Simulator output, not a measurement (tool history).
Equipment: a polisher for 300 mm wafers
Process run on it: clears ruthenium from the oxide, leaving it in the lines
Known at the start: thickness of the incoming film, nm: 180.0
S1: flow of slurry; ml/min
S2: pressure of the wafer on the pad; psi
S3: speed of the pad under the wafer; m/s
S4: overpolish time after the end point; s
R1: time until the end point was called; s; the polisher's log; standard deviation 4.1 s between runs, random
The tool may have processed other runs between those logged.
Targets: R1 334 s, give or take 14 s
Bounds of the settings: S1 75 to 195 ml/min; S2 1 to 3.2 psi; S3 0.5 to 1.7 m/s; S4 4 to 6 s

{"run": 1, "day": 0.0, "S1": 125, "S2": 2.1, "S3": 1.1, "S4": 6, "R1": 159.46}
{"run": 2, "day": 0.033, "S1": 100, "S2": 2.1, "S3": 1.1, "S4": 6, "R1": 171.36}
{"run": 3, "day": 0.329, "S1": 100, "S2": 1.6, "S3": 1.1, "S4": 6, "R1": 216.7}
{"run": 4, "day": 0.442, "S1": 95, "S2": 1.5, "S3": 1.08, "S4": 6, "R1": 243.34}
{"run": 5, "day": 0.796, "S1": 90, "S2": 1.4, "S3": 1.08, "S4": 6, "R1": 263.92}
{"run": 6, "day": 1.171, "S1": 110, "S2": 1.4, "S3": 1.08, "S4": 6, "R1": 246.49}
{"run": 7, "day": 1.496, "S1": 105, "S2": 1.3, "S3": 1.08, "S4": 6, "R1": 268.18}
{"run": 8, "day": 1.771, "S1": 100, "S2": 1.2, "S3": 1.08, "S4": 6, "R1": 294.06}
{"run": 9, "day": 1.842, "S1": 95, "S2": 1.2, "S3": 1.08, "S4": 6, "R1": 296.91}
{"run": 10, "day": 1.938, "S1": 90, "S2": 1.2, "S3": 1.08, "S4": 6, "R1": 301.08}

Which of these 4 next moves meets every target?
{"run": "A", "day": 2.033, "S1": 125, "S2": 1.3, "S3": 0.94, "S4": 5, "R1": "?"}
{"run": "B", "day": 2.033, "S1": 90, "S2": 1.1, "S3": 1.06, "S4": 5, "R1": "?"}
{"run": "C", "day": 2.033, "S1": 90, "S2": 1.3, "S3": 1.1, "S4": 6, "R1": "?"}
{"run": "D", "day": 2.033, "S1": 100, "S2": 1.1, "S3": 1.3, "S4": 6, "R1": "?"}

move=A R1=281.55
move=B R1=323.24
move=C R1=268.56
move=D R1=268.62
A: lands further from the targets than the last run did
B: in spec on every target
C: lands further from the targets than the last run did
D: lands further from the targets than the last run did
B meets every target.
